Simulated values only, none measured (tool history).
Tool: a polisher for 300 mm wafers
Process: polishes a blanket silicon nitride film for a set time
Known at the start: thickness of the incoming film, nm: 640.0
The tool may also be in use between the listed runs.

run	hour	flow of slurry (ml/min)	pressure of the wafer on the pad (kPa)	speed of the pad under the wafer (m/s)	polishing time (s)	film removed (angstrom)
1	0.0	185	20.7	0.94	57	869.08
2	3.5	185	20.0	0.94	57	833.43
3	6.5	185	19.3	0.94	57	820.85
4	13.1	185	19.3	1.08	57	913.98
5	18.1	225	19.3	1.08	57	934.18
6	26.3	225	17.9	1.08	57	858.30
7	34.4	225	17.2	1.08	57	840.96

The next listed run, before its measurement:
8	37.7	215	13.8	1.06	57	?

Run 8 gave film removed (angstrom) 695.92.

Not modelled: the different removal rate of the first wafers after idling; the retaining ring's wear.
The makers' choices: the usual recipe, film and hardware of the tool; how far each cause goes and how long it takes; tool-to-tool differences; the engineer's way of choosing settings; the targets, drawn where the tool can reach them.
